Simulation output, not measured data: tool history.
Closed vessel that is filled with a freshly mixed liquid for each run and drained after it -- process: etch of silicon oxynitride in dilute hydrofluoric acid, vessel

run	day	temperature setpoint of the liquid (°C)	parts of water to one part of 49 % hydrofluoric acid (parts by volume)	time in the liquid (s)	thickness taken off the silicon oxynitride on a monitor wafer (angstrom)
1	0	24	175	620	48.065
2	0.3	22	175	620	44.015
3	0.446	22	200	620	37.857
4	0.633	23.5	200	620	40.639
5	0.771	24.5	200	620	42.336
6	1.062	25.5	200	620	44.455
7	1.246	29.5	200	620	52.648

Run 8 has not been measured yet. What should we expect?
8	1.429	30	200	620	?

Run 8 came out at thickness taken off the silicon oxynitride on a monitor wafer (angstrom) 53.649.
